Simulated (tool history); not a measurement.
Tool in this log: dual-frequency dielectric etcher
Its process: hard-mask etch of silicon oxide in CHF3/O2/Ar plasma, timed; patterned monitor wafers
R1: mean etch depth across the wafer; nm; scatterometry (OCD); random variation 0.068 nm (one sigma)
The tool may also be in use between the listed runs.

run 1 day=0.000 | source_power_(kW)=0.710 bias_power_(kW)=0.188 etch_time_(s)=13 | R1=24.339
run 2 day=0.058 | source_power_(kW)=0.710 bias_power_(kW)=0.188 etch_time_(s)=13 | R1=24.416
run 3 day=0.254 | source_power_(kW)=0.840 bias_power_(kW)=0.188 etch_time_(s)=13 | R1=26.339
run 4 day=0.400 | source_power_(kW)=0.920 bias_power_(kW)=0.188 etch_time_(s)=13 | R1=27.310
run 5 day=0.575 | source_power_(kW)=0.880 bias_power_(kW)=0.185 etch_time_(s)=13 | R1=26.445
run 6 day=0.829 | source_power_(kW)=0.880 bias_power_(kW)=0.173 etch_time_(s)=13 | R1=26.137

Run 7 comes next. What will it give?
run 7 day=1.125 | source_power_(kW)=0.850 bias_power_(kW)=0.170 etch_time_(s)=13 | R1=?

{"run 7": {"R1": 25.769}}
